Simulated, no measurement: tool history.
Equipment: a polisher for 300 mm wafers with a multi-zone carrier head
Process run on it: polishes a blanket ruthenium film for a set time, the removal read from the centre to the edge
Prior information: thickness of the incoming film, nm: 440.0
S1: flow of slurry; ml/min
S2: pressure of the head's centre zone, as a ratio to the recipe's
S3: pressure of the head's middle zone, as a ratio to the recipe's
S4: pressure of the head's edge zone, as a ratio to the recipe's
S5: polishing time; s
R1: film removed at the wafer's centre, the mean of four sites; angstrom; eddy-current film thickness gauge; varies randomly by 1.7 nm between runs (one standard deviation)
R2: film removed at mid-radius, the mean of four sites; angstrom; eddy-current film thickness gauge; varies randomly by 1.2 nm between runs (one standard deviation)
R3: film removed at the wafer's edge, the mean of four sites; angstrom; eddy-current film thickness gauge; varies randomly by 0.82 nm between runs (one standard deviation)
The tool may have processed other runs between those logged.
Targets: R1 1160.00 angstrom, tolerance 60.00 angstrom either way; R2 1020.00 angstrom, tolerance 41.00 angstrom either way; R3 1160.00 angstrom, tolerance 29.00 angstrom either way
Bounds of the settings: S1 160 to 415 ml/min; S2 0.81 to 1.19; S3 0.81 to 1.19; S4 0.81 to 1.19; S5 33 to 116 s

| run | hour | S1 | S2 | S3 | S4 | S5 | R1 | R2 | R3 |
|---|---|---|---|---|---|---|---|---|---|
| 1 | 0.0 | 265 | 1.00 | 1.00 | 1.00 | 74 | 864.35 | 854.79 | 835.34 |
| 2 | 6.5 | 270 | 1.01 | 0.98 | 1.05 | 80 | 956.49 | 909.65 | 916.63 |
| 3 | 9.6 | 270 | 1.01 | 0.91 | 1.05 | 80 | 960.69 | 870.70 | 917.42 |
| 4 | 16.6 | 275 | 1.01 | 0.90 | 1.09 | 84 | 985.10 | 877.83 | 977.40 |
| 5 | 19.9 | 280 | 1.02 | 0.91 | 1.11 | 87 | 1037.00 | 953.47 | 1028.80 |
| 6 | 22.2 | 305 | 1.02 | 0.91 | 1.11 | 87 | 1044.10 | 947.78 | 1034.00 |
| 7 | 28.8 | 305 | 1.03 | 0.90 | 1.13 | 89 | 1051.10 | 963.60 | 1060.30 |
| 8 | 29.8 | 305 | 1.04 | 0.89 | 1.13 | 91 | 1100.10 | 987.86 | 1079.30 |
| 9 | 36.3 | 305 | 1.04 | 0.88 | 1.14 | 93 | 1149.40 | 981.87 | 1100.90 |
| 10 | 43.0 | 305 | 1.04 | 0.88 | 1.15 | 94 | 1157.10 | 982.81 | 1127.60 |

Exercise: of the 4 proposed moves below, exactly one satisfies all targets within the stated allowed misses. Which move is it?
| A | 49.7 | 360 | 1.16 | 1.04 | 0.99 | 94 | ? | ? | ? |
| B | 49.7 | 380 | 1.04 | 1.01 | 1.09 | 93 | ? | ? | ? |
| C | 49.7 | 415 | 1.00 | 0.85 | 1.11 | 96 | ? | ? | ? |
| D | 49.7 | 300 | 1.05 | 0.89 | 1.09 | 95 | ? | ? | ? |

| move | R1 | R2 | R3 |
|---|---|---|---|
| A | 1317.30 | 1133.60 | 1066.80 |
| B | 1172.70 | 1101.60 | 1101.80 |
| C | 1170.50 | 1005.50 | 1154.00 |
| D | 1182.80 | 1003.00 | 1110.50 |
A: further off than the last run
B: further off than the last run
C: all results in spec
D: further off than the last run
The move that meets every target is C.

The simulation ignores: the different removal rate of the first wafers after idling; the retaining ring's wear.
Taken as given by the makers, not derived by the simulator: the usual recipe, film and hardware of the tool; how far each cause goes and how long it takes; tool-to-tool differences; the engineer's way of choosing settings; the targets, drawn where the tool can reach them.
